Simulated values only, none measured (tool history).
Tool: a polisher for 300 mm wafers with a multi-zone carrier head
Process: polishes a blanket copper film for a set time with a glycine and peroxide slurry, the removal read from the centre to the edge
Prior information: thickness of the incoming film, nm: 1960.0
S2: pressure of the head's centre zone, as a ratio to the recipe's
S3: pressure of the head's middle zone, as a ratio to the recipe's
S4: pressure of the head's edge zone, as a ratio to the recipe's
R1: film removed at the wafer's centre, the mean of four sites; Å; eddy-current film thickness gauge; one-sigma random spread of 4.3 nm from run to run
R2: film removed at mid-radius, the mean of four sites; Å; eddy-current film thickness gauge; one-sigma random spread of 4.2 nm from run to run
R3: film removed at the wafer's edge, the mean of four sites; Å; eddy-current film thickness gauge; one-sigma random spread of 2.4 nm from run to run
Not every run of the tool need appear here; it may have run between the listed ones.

run 1 day=0.000 | flow_of_slurry_(ml/min)=300 S2=1.00 S3=1.00 S4=1.00 polishing_time_(s)=65 | R1=2284.8 R2=2233.8 R3=2279.1
run 2 day=0.138 | flow_of_slurry_(ml/min)=305 S2=0.97 S3=1.03 S4=1.04 polishing_time_(s)=71 | R1=2325.5 R2=2466.4 R3=2571.9
run 3 day=0.442 | flow_of_slurry_(ml/min)=235 S2=0.97 S3=1.03 S4=1.04 polishing_time_(s)=71 | R1=2323.8 R2=2374.5 R3=2507.1
run 4 day=0.692 | flow_of_slurry_(ml/min)=235 S2=0.97 S3=1.03 S4=1.12 polishing_time_(s)=71 | R1=2284.3 R2=2399.0 R3=2569.8
run 5 day=0.771 | flow_of_slurry_(ml/min)=235 S2=1.02 S3=1.03 S4=1.12 polishing_time_(s)=71 | R1=2475.6 R2=2382.8 R3=2574.0
run 6 day=0.938 | flow_of_slurry_(ml/min)=260 S2=1.01 S3=1.07 S4=1.13 polishing_time_(s)=75 | R1=2664.2 R2=2721.6 R3=2768.6

Run 7 has not been measured yet. What should we expect?
run 7 day=1.183 | flow_of_slurry_(ml/min)=275 S2=0.99 S3=1.08 S4=1.15 polishing_time_(s)=78 | R1=? R2=? R3=?

{"run 7": {"R1": 2669.9, "R2": 2752.1, "R3": 2939.3}}

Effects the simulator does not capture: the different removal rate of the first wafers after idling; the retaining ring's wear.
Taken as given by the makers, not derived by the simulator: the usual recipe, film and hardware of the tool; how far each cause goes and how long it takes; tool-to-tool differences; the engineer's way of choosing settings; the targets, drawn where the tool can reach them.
